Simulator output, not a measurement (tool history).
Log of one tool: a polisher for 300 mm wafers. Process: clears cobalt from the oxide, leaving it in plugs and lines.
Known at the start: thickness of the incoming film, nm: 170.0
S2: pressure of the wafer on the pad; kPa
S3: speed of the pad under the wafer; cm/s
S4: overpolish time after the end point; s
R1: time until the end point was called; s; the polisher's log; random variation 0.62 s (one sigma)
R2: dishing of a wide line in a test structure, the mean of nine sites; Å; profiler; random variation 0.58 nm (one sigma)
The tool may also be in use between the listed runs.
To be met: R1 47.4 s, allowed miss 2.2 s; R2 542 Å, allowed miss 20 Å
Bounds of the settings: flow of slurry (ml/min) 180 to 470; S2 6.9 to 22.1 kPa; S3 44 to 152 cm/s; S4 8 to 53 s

Run 1, hour 0: flow of slurry (ml/min) 300, S2 14.5 kPa, S3 98 cm/s, S4 27 s. Result: R1 38.058 s, R2 533.25 Å.
Run 2, hour 6.7: flow of slurry (ml/min) 300, S2 14.5 kPa, S3 98 cm/s, S4 35 s. Result: R1 38.852 s, R2 579.99 Å.
Run 3, hour 13.3: flow of slurry (ml/min) 300, S2 14.5 kPa, S3 98 cm/s, S4 31 s. Result: R1 38.132 s, R2 559.16 Å.
Run 4, hour 14.7: flow of slurry (ml/min) 300, S2 14.5 kPa, S3 98 cm/s, S4 25 s. Result: R1 38.304 s, R2 528.11 Å.
Run 5, hour 20.6: flow of slurry (ml/min) 360, S2 14.5 kPa, S3 98 cm/s, S4 25 s. Result: R1 37.44 s, R2 523.51 Å.
Run 6, hour 28.5: flow of slurry (ml/min) 360, S2 14.5 kPa, S3 116 cm/s, S4 25 s. Result: R1 33.401 s, R2 543.61 Å.
Run 7, hour 32.5: flow of slurry (ml/min) 360, S2 13.1 kPa, S3 114 cm/s, S4 28 s. Result: R1 37.44 s, R2 547.42 Å.
Run 8, hour 35.5: flow of slurry (ml/min) 360, S2 12.4 kPa, S3 114 cm/s, S4 29 s. Result: R1 39.019 s, R2 544.61 Å.
Run 9, hour 37.2: flow of slurry (ml/min) 360, S2 12.4 kPa, S3 114 cm/s, S4 29 s. Result: R1 39.928 s, R2 536.06 Å.
Run 10, hour 42.4: flow of slurry (ml/min) 360, S2 11.7 kPa, S3 114 cm/s, S4 31 s. Result: R1 40.973 s, R2 548.21 Å.
Run 11, hour 47.1: flow of slurry (ml/min) 360, S2 11 kPa, S3 114 cm/s, S4 32 s. Result: R1 43.191 s, R2 546.47 Å.

Which of these 4 next moves meets every target?
Run A, hour 51.8: flow of slurry (ml/min) 385, S2 9.7 kPa, S3 118 cm/s, S4 34 s. Result: R1 ?, R2 ?.
Run B, hour 51.8: flow of slurry (ml/min) 430, S2 11.7 kPa, S3 134 cm/s, S4 24 s. Result: R1 ?, R2 ?.
Run C, hour 51.8: flow of slurry (ml/min) 340, S2 9 kPa, S3 122 cm/s, S4 39 s. Result: R1 ?, R2 ?.
Run D, hour 51.8: flow of slurry (ml/min) 360, S2 12.4 kPa, S3 108 cm/s, S4 37 s. Result: R1 ?, R2 ?.

move      R1      R2
   A  48.872  538.92
   B  36.773  524.82
   C  51.321  555.59
   D  41.514  580.06
A: meets every target
B: further off than the last run
C: takes the result that was furthest off past its target
D: further off than the last run
Answer: A

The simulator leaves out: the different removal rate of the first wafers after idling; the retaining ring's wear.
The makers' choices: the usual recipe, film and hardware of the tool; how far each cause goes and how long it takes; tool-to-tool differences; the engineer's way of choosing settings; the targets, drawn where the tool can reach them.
